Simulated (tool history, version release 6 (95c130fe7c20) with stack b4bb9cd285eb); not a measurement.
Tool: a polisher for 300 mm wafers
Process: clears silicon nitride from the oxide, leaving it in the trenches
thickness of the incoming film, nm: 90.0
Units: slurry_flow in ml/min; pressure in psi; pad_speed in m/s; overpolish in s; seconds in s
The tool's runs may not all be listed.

run	day	slurry_flow	pressure	pad_speed	overpolish	seconds
1	0	235	2.7	0.82	38	169.66
2	0.308	235	2.3	0.82	38	198.6
3	0.604	235	2.7	0.82	38	166.41
4	0.917	235	2.7	0.82	40	166.84
5	1.117	235	2.7	0.74	40	186.11
# day 1.154: head pressure recalibrated
6	1.154	290	2.7	0.74	40	173.05

The next listed run, before its measurement:
7	1.388	270	2.5	0.74	40	?

seconds: 184.66 s
